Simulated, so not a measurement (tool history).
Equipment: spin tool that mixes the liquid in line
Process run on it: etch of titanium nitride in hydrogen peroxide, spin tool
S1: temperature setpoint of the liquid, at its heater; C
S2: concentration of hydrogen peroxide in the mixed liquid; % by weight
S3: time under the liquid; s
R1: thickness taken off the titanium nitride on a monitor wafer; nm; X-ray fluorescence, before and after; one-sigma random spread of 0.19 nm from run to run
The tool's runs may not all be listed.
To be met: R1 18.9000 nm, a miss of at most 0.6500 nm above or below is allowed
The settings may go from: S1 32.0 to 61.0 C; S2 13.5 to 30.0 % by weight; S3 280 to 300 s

run	hour	S1	S2	S3	R1
1	0.0	45.0	25.5	280	11.0230
2	1.8	40.0	25.5	280	7.5136
3	5.6	40.0	25.5	300	8.1610
4	6.2	42.5	25.5	300	9.7250
5	10.3	42.5	30.0	300	10.1750
6	14.5	44.5	30.0	300	11.9070
7	21.7	46.0	30.0	300	13.4280
8	24.2	47.0	30.0	300	14.2540
9	32.6	48.0	30.0	300	15.0350
10	39.5	48.5	30.0	300	15.9510

Which one of the following 4 next-run settings gets every result inside its allowed miss? There is exactly one.
A	46.4	52.0	30.0	300	?
B	46.4	51.0	29.0	300	?
C	46.4	52.0	28.0	300	?
D	46.4	49.5	30.0	300	?

move	R1
A	20.5570
B	18.9940
C	20.2460
D	17.1750
A: moves the result that the last run missed by most past its target, out the other side
B: in spec on every target
C: moves the result that the last run missed by most past its target, out the other side
D: gains on the last run, yet a result remains outside its allowed miss
B is the move that brings every result within its allowed miss.
